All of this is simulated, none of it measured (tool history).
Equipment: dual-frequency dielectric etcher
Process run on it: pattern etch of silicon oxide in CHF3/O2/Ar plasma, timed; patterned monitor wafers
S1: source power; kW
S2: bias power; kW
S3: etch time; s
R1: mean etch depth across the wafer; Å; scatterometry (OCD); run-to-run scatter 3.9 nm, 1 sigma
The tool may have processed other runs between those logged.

run  hour    S1     S2   S3     R1
  1     0   0.6  0.163  592  11145
  2   6.2   0.6  0.163  592  11219
  3  12.1  0.54  0.155  592  10693
  4  18.4  0.61  0.155  592  11058
  5  26.7  0.71  0.155  592  11572
  6  35.5  0.78  0.155  592  12017

Run 7 has not been measured yet. What should we expect?
  7  44.5  0.69  0.141  592   ?

R1: 11209 Å
